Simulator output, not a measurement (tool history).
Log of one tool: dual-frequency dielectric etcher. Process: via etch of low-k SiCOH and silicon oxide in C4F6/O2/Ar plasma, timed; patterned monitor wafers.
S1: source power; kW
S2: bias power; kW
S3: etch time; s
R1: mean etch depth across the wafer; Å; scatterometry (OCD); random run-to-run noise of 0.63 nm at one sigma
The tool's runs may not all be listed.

run    day     S1     S2  S3       R1
  1  0.000  0.310  0.157  49  1139.90
  2  0.267  0.260  0.157  49  1016.60
  3  0.442  0.290  0.160  49  1093.30
  4  0.729  0.310  0.163  49  1155.90
  5  1.054  0.260  0.163  49  1023.60
  6  1.133  0.260  0.141  49   968.16
  7  1.250  0.300  0.144  49  1079.00
  8  1.283  0.320  0.146  49  1127.40

Run 9 has not been measured yet. What should we expect?
  9  1.354  0.340  0.148  49   ?

Run 9 measured R1 1178.60 Å.

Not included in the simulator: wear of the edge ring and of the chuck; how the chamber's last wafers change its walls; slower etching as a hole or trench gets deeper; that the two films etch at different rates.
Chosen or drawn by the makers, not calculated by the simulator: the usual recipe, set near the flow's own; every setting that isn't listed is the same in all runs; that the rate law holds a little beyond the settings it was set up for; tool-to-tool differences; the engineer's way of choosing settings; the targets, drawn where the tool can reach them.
